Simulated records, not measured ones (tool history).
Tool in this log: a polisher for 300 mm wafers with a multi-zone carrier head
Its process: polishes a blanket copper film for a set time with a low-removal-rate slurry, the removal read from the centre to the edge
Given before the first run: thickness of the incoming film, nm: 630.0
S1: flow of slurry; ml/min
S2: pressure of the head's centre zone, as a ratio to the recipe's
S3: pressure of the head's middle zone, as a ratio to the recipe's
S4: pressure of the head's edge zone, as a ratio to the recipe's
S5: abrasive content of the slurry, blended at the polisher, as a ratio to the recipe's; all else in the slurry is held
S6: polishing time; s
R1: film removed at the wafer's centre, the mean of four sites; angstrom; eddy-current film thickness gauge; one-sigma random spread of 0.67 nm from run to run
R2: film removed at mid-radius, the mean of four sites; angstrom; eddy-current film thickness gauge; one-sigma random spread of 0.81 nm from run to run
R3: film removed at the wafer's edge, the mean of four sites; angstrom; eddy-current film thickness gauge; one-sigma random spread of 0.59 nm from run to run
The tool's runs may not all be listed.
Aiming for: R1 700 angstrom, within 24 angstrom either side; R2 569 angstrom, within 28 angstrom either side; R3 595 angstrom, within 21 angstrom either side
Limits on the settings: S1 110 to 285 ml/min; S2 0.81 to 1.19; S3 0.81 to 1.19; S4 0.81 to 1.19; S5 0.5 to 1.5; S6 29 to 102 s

| run | hour | S1 | S2 | S3 | S4 | S5 | S6 | R1 | R2 | R3 |
|---|---|---|---|---|---|---|---|---|---|---|
| 1 | 0 | 180 | 1 | 1 | 1 | 1 | 65 | 1046.5 | 1077.9 | 1031.9 |
| 2 | 7.2 | 175 | 1.03 | 0.95 | 0.97 | 0.85 | 57 | 906.08 | 824.51 | 831.11 |
| 3 | 12.8 | 175 | 1.03 | 0.95 | 0.97 | 0.85 | 64 | 999.15 | 938.38 | 941.84 |
| 4 | 14.7 | 175 | 1.03 | 0.95 | 0.97 | 0.85 | 79 | 1245.5 | 1129 | 1159 |
| 5 | 17.3 | 175 | 1.03 | 0.95 | 0.97 | 0.85 | 69 | 1079.6 | 995.93 | 1016.3 |
| 6 | 18.8 | 175 | 1.03 | 0.95 | 0.97 | 0.85 | 78 | 1227.3 | 1106.8 | 1136.6 |
| 7 | 25.4 | 170 | 1.04 | 0.93 | 0.93 | 0.75 | 69 | 1050.7 | 932.61 | 946.68 |
| 8 | 32.8 | 160 | 1.08 | 0.83 | 0.85 | 0.5 | 51 | 675.59 | 525.25 | 562.14 |
| 9 | 33.8 | 170 | 1.08 | 0.84 | 0.86 | 0.5 | 51 | 672.18 | 548.07 | 562.34 |
| 10 | 37 | 170 | 1.08 | 0.84 | 0.88 | 0.5 | 51 | 661.43 | 537.58 | 572.04 |

Which single option among these 5 for the next run brings every result within its allowed miss of target? Just one does.
| A | 40.2 | 250 | 1.06 | 0.84 | 0.87 | 0.5 | 51 | ? | ? | ? |
| B | 40.2 | 185 | 1.15 | 0.85 | 0.86 | 0.6 | 49 | ? | ? | ? |
| C | 40.2 | 115 | 0.96 | 0.95 | 0.91 | 0.5 | 59 | ? | ? | ? |
| D | 40.2 | 165 | 1.1 | 0.81 | 0.84 | 0.5 | 49 | ? | ? | ? |
| E | 40.2 | 175 | 0.98 | 0.94 | 0.84 | 0.5 | 54 | ? | ? | ? |

| move | R1 | R2 | R3 |
|---|---|---|---|
| A | 683.83 | 551.68 | 594.94 |
| B | 748.15 | 563.32 | 604.05 |
| C | 638.71 | 638.13 | 651.05 |
| D | 645.25 | 489.58 | 542.67 |
| E | 639.09 | 615.2 | 600.41 |
A: all results in spec
B: carries the result that was furthest off beyond its target, to the other side
C: the biggest miss grows against the last run
D: the biggest miss grows against the last run
E: the biggest miss grows against the last run
A meets every target.
